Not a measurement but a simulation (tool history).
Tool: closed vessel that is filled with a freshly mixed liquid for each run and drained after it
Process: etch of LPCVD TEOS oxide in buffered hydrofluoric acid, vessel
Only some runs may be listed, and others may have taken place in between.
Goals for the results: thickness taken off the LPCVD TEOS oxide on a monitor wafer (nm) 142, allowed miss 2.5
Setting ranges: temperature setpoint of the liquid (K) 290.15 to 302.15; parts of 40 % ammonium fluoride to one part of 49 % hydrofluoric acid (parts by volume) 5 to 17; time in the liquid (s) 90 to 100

| run | day | temperature setpoint of the liquid (K) | parts of 40 % ammonium fluoride to one part of 49 % hydrofluoric acid (parts by volume) | time in the liquid (s) | thickness taken off the LPCVD TEOS oxide on a monitor wafer (nm) |
|---|---|---|---|---|---|
| 1 | 0 | 294.15 | 10.5 | 90 | 196.43 |
| 2 | 0.071 | 294.15 | 10.5 | 90 | 195.04 |
| 3 | 0.154 | 296.65 | 10.5 | 90 | 222.51 |
| 4 | 0.25 | 299.65 | 10.5 | 90 | 262.47 |
| 5 | 0.6 | 296.65 | 11 | 90 | 215.12 |
| 6 | 0.875 | 294.65 | 11.5 | 90 | 184.2 |
| 7 | 1.225 | 293.15 | 11.5 | 90 | 167.48 |
| 8 | 1.279 | 292.15 | 11.5 | 90 | 158.73 |
| 9 | 1.308 | 291.65 | 11.5 | 90 | 155.29 |
| 10 | 1.35 | 291.15 | 11.5 | 90 | 150.48 |

5 candidate next runs follow, results not yet known. Just one meets every target within its allowed miss. Identify it.
| A | 1.392 | 290.65 | 11.5 | 95 | ? |
| B | 1.392 | 290.65 | 11.5 | 90 | ? |
| C | 1.392 | 290.65 | 12.5 | 95 | ? |
| D | 1.392 | 291.15 | 12 | 100 | ? |
| E | 1.392 | 294.65 | 14 | 95 | ? |

| move | thickness taken off the LPCVD TEOS oxide on a monitor wafer (nm) |
|---|---|
| A | 154.24 |
| B | 146.12 |
| C | 142.16 |
| D | 160.23 |
| E | 159.28 |
A: misses by more than the last run did
B: an improvement on the last run, though not all results are within tolerance
C: all results in spec
D: misses by more than the last run did
E: misses by more than the last run did
Move C is the one to make.
